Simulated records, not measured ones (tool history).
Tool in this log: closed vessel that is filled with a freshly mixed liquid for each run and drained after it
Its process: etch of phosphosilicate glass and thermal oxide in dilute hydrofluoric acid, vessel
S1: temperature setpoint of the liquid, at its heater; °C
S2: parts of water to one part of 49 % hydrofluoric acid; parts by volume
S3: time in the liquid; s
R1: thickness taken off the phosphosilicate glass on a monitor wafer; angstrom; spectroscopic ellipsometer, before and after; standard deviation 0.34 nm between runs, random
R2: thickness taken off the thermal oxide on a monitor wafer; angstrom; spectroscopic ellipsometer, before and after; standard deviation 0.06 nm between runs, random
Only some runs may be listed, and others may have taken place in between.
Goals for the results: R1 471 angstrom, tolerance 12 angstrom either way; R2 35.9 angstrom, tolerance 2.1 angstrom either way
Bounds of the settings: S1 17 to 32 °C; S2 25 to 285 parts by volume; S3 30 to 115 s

{"run": 1, "hour": 0.0, "S1": 24, "S2": 155, "S3": 60, "R1": 224.77, "R2": 16.827}
{"run": 2, "hour": 0.9, "S1": 26.5, "S2": 155, "S3": 60, "R1": 244.45, "R2": 18.152}
{"run": 3, "hour": 4.1, "S1": 26.5, "S2": 155, "S3": 45, "R1": 184.13, "R2": 13.758}
{"run": 4, "hour": 8.5, "S1": 27.5, "S2": 135, "S3": 45, "R1": 223.52, "R2": 17.038}
{"run": 5, "hour": 10.6, "S1": 30, "S2": 135, "S3": 45, "R1": 248.25, "R2": 18.664}
{"run": 6, "hour": 15.1, "S1": 30.5, "S2": 120, "S3": 45, "R1": 285.79, "R2": 21.634}
{"run": 7, "hour": 18.1, "S1": 31, "S2": 110, "S3": 45, "R1": 322.79, "R2": 24.913}
{"run": 8, "hour": 27.0, "S1": 31, "S2": 105, "S3": 45, "R1": 343.01, "R2": 25.867}
{"run": 9, "hour": 34.1, "S1": 31, "S2": 100, "S3": 45, "R1": 365.22, "R2": 27.58}
{"run": 10, "hour": 37.9, "S1": 31, "S2": 95, "S3": 45, "R1": 385.1, "R2": 30.157}
{"run": 11, "hour": 38.5, "S1": 31, "S2": 90, "S3": 45, "R1": 407.81, "R2": 30.468}
{"run": 12, "hour": 46.2, "S1": 31.5, "S2": 85, "S3": 45, "R1": 446.47, "R2": 35.166}
{"run": 13, "hour": 52.8, "S1": 32, "S2": 85, "S3": 45, "R1": 456.88, "R2": 34.382}
{"run": 14, "hour": 54.9, "S1": 32, "S2": 80, "S3": 45, "R1": 485.22, "R2": 37.279}

Next run, 4 choices. One meets every target within its allowed miss, the rest don't. Which?
{"run": "A", "hour": 57.0, "S1": 32, "S2": 90, "S3": 50, "R1": "?", "R2": "?"}
{"run": "B", "hour": 57.0, "S1": 32, "S2": 75, "S3": 45, "R1": "?", "R2": "?"}
{"run": "C", "hour": 57.0, "S1": 31.5, "S2": 60, "S3": 35, "R1": "?", "R2": "?"}
{"run": "D", "hour": 57.0, "S1": 32, "S2": 120, "S3": 75, "R1": "?", "R2": "?"}

move=A R1=470.34 R2=36.009
move=B R1=519.72 R2=39.79
move=C R1=507.48 R2=38.853
move=D R1=506.33 R2=38.765
A: each result inside its tolerance
B: the biggest miss grows against the last run
C: the biggest miss grows against the last run
D: the biggest miss grows against the last run
The right move is A.
